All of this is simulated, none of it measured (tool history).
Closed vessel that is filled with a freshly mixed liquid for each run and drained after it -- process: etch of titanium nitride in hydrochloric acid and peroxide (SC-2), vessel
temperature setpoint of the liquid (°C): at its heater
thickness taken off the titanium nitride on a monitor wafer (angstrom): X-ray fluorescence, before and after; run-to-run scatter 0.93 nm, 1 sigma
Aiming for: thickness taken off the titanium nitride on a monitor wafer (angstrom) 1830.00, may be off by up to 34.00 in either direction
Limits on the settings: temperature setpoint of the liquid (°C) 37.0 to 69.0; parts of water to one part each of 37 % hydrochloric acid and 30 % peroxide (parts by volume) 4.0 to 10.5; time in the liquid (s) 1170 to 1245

run,hour,temperature setpoint of the liquid (°C),parts of water to one part each of 37 % hydrochloric acid and 30 % peroxide (parts by volume),time in the liquid (s),thickness taken off the titanium nitride on a monitor wafer (angstrom)
1,0.0,53.0,5.5,1170,865.89
2,8.4,48.0,5.5,1170,626.52
3,12.6,52.0,5.5,1170,816.15
4,15.0,52.0,5.5,1170,822.94
5,22.7,55.0,5.5,1170,986.41
6,24.5,57.5,5.5,1170,1173.80
7,30.9,59.0,5.5,1170,1280.60
8,38.8,60.5,5.5,1170,1412.60
9,47.3,61.5,5.5,1170,1515.50
10,51.7,62.0,5.5,1170,1566.40
11,58.8,62.5,5.5,1170,1603.30
12,63.4,63.0,5.5,1170,1651.30
13,69.9,63.5,5.5,1170,1699.40
14,73.9,64.0,5.5,1170,1745.40
15,75.5,65.0,5.5,1170,1872.70

Below are 5 possible settings for the next run. Only one of them brings all results inside the allowed miss of their targets. Which is it?
A,77.1,65.0,5.5,1200,?
B,77.1,66.5,6.0,1185,?
C,77.1,69.0,7.5,1195,?
D,77.1,67.0,7.0,1210,?
E,77.1,65.5,6.0,1235,?

move,thickness taken off the titanium nitride on a monitor wafer (angstrom)
A,1902.10
B,1928.60
C,1902.40
D,1804.00
E,1891.90
A: the biggest miss grows against the last run
B: the biggest miss grows against the last run
C: the biggest miss grows against the last run
D: every result within its allowed miss
E: the biggest miss grows against the last run
The right move is D.

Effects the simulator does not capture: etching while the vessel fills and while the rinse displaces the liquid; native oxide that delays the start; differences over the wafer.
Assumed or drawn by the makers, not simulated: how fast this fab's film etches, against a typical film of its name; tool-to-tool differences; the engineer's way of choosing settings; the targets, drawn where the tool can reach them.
